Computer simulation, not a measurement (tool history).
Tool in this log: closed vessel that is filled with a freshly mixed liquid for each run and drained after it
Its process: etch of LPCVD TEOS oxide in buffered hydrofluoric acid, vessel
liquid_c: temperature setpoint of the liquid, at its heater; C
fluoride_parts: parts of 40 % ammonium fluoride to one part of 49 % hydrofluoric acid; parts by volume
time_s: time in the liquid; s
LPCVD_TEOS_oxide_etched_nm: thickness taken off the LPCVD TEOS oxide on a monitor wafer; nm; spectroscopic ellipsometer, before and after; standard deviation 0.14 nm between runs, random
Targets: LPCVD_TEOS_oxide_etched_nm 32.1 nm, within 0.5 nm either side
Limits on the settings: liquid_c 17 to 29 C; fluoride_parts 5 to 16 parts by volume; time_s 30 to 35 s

Run 1, hour 0: liquid_c 21 C, fluoride_parts 9.5 parts by volume, time_s 35 s. Result: LPCVD_TEOS_oxide_etched_nm 53.4 nm.
Run 2, hour 7.6: liquid_c 24.5 C, fluoride_parts 9.5 parts by volume, time_s 35 s. Result: LPCVD_TEOS_oxide_etched_nm 64.047 nm.
Run 3, hour 13.6: liquid_c 23 C, fluoride_parts 10 parts by volume, time_s 35 s. Result: LPCVD_TEOS_oxide_etched_nm 56.794 nm.
Run 4, hour 14.4: liquid_c 23 C, fluoride_parts 10 parts by volume, time_s 30 s. Result: LPCVD_TEOS_oxide_etched_nm 48.856 nm.
Run 5, hour 18.2: liquid_c 22 C, fluoride_parts 10 parts by volume, time_s 30 s. Result: LPCVD_TEOS_oxide_etched_nm 46.596 nm.
Run 6, hour 26.9: liquid_c 21 C, fluoride_parts 10 parts by volume, time_s 30 s. Result: LPCVD_TEOS_oxide_etched_nm 44.052 nm.
Run 7, hour 35.8: liquid_c 20 C, fluoride_parts 10 parts by volume, time_s 30 s. Result: LPCVD_TEOS_oxide_etched_nm 41.708 nm.
Run 8, hour 43.7: liquid_c 19.5 C, fluoride_parts 10 parts by volume, time_s 30 s. Result: LPCVD_TEOS_oxide_etched_nm 40.679 nm.
Run 9, hour 51.9: liquid_c 19 C, fluoride_parts 10 parts by volume, time_s 30 s. Result: LPCVD_TEOS_oxide_etched_nm 39.397 nm.
Run 10, hour 55.7: liquid_c 18.5 C, fluoride_parts 10 parts by volume, time_s 30 s. Result: LPCVD_TEOS_oxide_etched_nm 38.051 nm.

Exactly one of the 4 candidate moves below puts every result within its allowed miss. Which one?
Run A, hour 59.5: liquid_c 20 C, fluoride_parts 12 parts by volume, time_s 35 s. Result: LPCVD_TEOS_oxide_etched_nm ?.
Run B, hour 59.5: liquid_c 19 C, fluoride_parts 9.5 parts by volume, time_s 30 s. Result: LPCVD_TEOS_oxide_etched_nm ?.
Run C, hour 59.5: liquid_c 17 C, fluoride_parts 11 parts by volume, time_s 30 s. Result: LPCVD_TEOS_oxide_etched_nm ?.
Run D, hour 59.5: liquid_c 19 C, fluoride_parts 9.5 parts by volume, time_s 35 s. Result: LPCVD_TEOS_oxide_etched_nm ?.

move  LPCVD_TEOS_oxide_etched_nm
   A                       40.57
   B                      40.566
   C                       31.95
   D                      47.327
A: its largest miss is bigger than the last run's
B: its largest miss is bigger than the last run's
C: each result inside its tolerance
D: its largest miss is bigger than the last run's
So the answer is move C, the one that meets all the targets.

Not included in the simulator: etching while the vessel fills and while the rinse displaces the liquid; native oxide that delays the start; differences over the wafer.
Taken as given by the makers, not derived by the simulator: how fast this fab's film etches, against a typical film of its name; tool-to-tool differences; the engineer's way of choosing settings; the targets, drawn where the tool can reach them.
